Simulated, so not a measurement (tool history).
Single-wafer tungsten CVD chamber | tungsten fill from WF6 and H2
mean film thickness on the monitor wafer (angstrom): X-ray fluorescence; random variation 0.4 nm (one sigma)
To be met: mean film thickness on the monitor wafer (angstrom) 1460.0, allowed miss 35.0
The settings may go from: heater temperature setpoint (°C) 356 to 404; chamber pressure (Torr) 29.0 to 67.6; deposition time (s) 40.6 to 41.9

run	day	heater temperature setpoint (°C)	chamber pressure (Torr)	deposition time (s)	mean film thickness on the monitor wafer (angstrom)
1	0.000	380	48.3	40.6	1022.9
2	0.025	385	48.6	40.6	1152.1
3	0.233	385	54.9	40.6	1220.4
4	0.512	391	54.9	40.6	1401.5
5	0.854	391	47.5	40.6	1295.5
6	1.167	393	47.6	40.6	1356.2
7	1.258	394	47.6	40.6	1385.7
8	1.375	395	47.6	40.6	1412.1

4 next moves are on the table. One of them brings every result within its allowed miss. Which?
A	1.492	391	54.1	40.6	?
B	1.492	399	37.0	41.9	?
C	1.492	395	48.9	41.6	?
D	1.492	396	43.0	40.8	?

move	mean film thickness on the monitor wafer (angstrom)
A	1382.5
B	1375.1
C	1464.8
D	1369.3
A: further off than the last run
B: further off than the last run
C: meets every target
D: further off than the last run
Move C is the one to make.
